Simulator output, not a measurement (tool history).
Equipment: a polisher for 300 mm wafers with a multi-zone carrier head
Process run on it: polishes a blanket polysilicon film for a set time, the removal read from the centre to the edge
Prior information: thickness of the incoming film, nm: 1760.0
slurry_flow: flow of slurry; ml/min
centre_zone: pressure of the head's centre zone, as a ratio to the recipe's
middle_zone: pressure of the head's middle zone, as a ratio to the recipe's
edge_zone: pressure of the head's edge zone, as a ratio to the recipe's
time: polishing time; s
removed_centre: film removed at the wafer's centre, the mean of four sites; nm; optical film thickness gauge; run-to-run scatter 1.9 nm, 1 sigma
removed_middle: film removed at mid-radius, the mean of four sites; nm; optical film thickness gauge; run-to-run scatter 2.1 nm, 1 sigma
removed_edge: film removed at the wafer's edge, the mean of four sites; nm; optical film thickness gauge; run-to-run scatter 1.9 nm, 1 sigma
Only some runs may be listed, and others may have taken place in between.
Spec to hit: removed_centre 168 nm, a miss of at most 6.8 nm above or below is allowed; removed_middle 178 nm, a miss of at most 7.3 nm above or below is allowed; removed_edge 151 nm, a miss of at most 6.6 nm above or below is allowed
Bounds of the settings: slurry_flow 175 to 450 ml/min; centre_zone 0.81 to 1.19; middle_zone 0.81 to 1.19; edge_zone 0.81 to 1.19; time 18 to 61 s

run 1 day=0 | slurry_flow=290 centre_zone=1 middle_zone=1 edge_zone=1 time=39 | removed_centre=254.19 removed_middle=245.72 removed_edge=249.79
run 2 day=0.371 | slurry_flow=290 centre_zone=1.08 middle_zone=1 edge_zone=1 time=39 | removed_centre=265.21 removed_middle=241.34 removed_edge=243.8
run 3 day=0.725 | slurry_flow=290 centre_zone=1.13 middle_zone=1 edge_zone=1 time=39 | removed_centre=267.22 removed_middle=243.42 removed_edge=244.92
run 4 day=0.788 | slurry_flow=290 centre_zone=1.12 middle_zone=1.01 edge_zone=0.99 time=37 | removed_centre=261.54 removed_middle=229.39 removed_edge=233.17
run 5 day=1.1 | slurry_flow=290 centre_zone=1.12 middle_zone=1.01 edge_zone=0.99 time=32 | removed_centre=220.29 removed_middle=200.09 removed_edge=204.84
run 6 day=1.204 | slurry_flow=290 centre_zone=1.05 middle_zone=1.01 edge_zone=0.99 time=32 | removed_centre=212.63 removed_middle=199.44 removed_edge=203.2
run 7 day=1.346 | slurry_flow=290 centre_zone=1.05 middle_zone=1.03 edge_zone=0.98 time=31 | removed_centre=205.53 removed_middle=195.75 removed_edge=196.93
run 8 day=1.4 | slurry_flow=290 centre_zone=1.05 middle_zone=1.05 edge_zone=0.96 time=30 | removed_centre=196.14 removed_middle=196.58 removed_edge=188.22
run 9 day=1.571 | slurry_flow=290 centre_zone=1.05 middle_zone=1.05 edge_zone=0.95 time=30 | removed_centre=198.08 removed_middle=197.71 removed_edge=184.84
run 10 day=1.862 | slurry_flow=290 centre_zone=1.04 middle_zone=1.05 edge_zone=0.94 time=30 | removed_centre=198.79 removed_middle=196.87 removed_edge=187.82
-- day=1.883 slurry nozzle cleaned
run 11 day=1.883 | slurry_flow=290 centre_zone=1.06 middle_zone=1.15 edge_zone=0.88 time=21 | removed_centre=141.44 removed_middle=148.95 removed_edge=126.37
run 12 day=1.912 | slurry_flow=295 centre_zone=1.06 middle_zone=1.15 edge_zone=0.89 time=22 | removed_centre=149.28 removed_middle=158.07 removed_edge=134.81
run 13 day=2.221 | slurry_flow=300 centre_zone=1.06 middle_zone=1.15 edge_zone=0.9 time=22 | removed_centre=152.4 removed_middle=156.61 removed_edge=133.85

Of the 4 settings listed for the next run, only one would bring every result within its allowed miss of target. Which one?
run A day=2.529 | slurry_flow=270 centre_zone=0.98 middle_zone=1.19 edge_zone=0.81 time=22 | removed_centre=? removed_middle=? removed_edge=?
run B day=2.529 | slurry_flow=175 centre_zone=0.89 middle_zone=1.15 edge_zone=0.89 time=26 | removed_centre=? removed_middle=? removed_edge=?
run C day=2.529 | slurry_flow=285 centre_zone=1.05 middle_zone=0.98 edge_zone=1.08 time=21 | removed_centre=? removed_middle=? removed_edge=?
run D day=2.529 | slurry_flow=275 centre_zone=0.98 middle_zone=1.09 edge_zone=0.81 time=26 | removed_centre=? removed_middle=? removed_edge=?

move=A removed_centre=139.93 removed_middle=160.14 removed_edge=124.97
move=B removed_centre=147.3 removed_middle=176.38 removed_edge=149.45
move=C removed_centre=141.03 removed_middle=130 removed_edge=137.33
move=D removed_centre=165.53 removed_middle=175.76 removed_edge=148.07
A: its largest miss is bigger than the last run's
B: corrects the largest miss of the last run, while another result sits out of spec
C: its largest miss is bigger than the last run's
D: hits every target within its allowed miss
Move D is the one to make.

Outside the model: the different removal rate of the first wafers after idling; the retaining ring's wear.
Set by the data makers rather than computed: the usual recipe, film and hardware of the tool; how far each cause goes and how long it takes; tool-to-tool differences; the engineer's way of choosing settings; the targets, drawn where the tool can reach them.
